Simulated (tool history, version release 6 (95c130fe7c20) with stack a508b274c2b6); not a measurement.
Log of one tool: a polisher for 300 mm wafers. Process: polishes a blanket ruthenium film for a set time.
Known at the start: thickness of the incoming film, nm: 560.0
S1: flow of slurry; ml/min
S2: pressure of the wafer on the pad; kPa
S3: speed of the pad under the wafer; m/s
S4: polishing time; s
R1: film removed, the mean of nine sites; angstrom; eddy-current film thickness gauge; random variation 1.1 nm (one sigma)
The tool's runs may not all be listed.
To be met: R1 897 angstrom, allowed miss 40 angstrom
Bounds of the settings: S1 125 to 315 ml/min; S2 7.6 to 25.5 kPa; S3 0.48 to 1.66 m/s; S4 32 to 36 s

{"run": 1, "day": 0.0, "S1": 205, "S2": 16.5, "S3": 1.06, "S4": 36, "R1": 587.65}
{"run": 2, "day": 0.079, "S1": 205, "S2": 18.6, "S3": 1.06, "S4": 36, "R1": 638.7}
{"run": 3, "day": 0.162, "S1": 205, "S2": 18.6, "S3": 1.06, "S4": 36, "R1": 635.73}
{"run": 4, "day": 0.483, "S1": 205, "S2": 20.7, "S3": 1.08, "S4": 36, "R1": 710.21}
{"run": 5, "day": 0.858, "S1": 205, "S2": 22.1, "S3": 1.08, "S4": 36, "R1": 754.49}
{"run": 6, "day": 0.988, "S1": 205, "S2": 22.1, "S3": 1.08, "S4": 32, "R1": 675.26}
{"run": 7, "day": 1.279, "S1": 205, "S2": 22.8, "S3": 1.12, "S4": 32, "R1": 717.09}
{"day": 1.562, "done": "slurry nozzle cleaned"}
{"run": 8, "day": 1.562, "S1": 205, "S2": 23.4, "S3": 1.16, "S4": 32, "R1": 767.98}
{"run": 9, "day": 1.671, "S1": 205, "S2": 25.5, "S3": 1.2, "S4": 32, "R1": 862.78}

5 next moves are on the table. One of them brings every result within its allowed miss. Which?
{"run": "A", "day": 1.779, "S1": 190, "S2": 24.1, "S3": 1.16, "S4": 32, "R1": "?"}
{"run": "B", "day": 1.779, "S1": 180, "S2": 25.5, "S3": 1.24, "S4": 36, "R1": "?"}
{"run": "C", "day": 1.779, "S1": 140, "S2": 23.4, "S3": 1.12, "S4": 36, "R1": "?"}
{"run": "D", "day": 1.779, "S1": 225, "S2": 25.5, "S3": 1.14, "S4": 35, "R1": "?"}
{"run": "E", "day": 1.779, "S1": 210, "S2": 25.5, "S3": 1.12, "S4": 32, "R1": "?"}

move=A R1=779.27
move=B R1=965.46
move=C R1=784.17
move=D R1=904.5
move=E R1=807.63
A: further off than the last run
B: takes the result that was furthest off past its target
C: further off than the last run
D: meets every target
E: further off than the last run
Answer: D
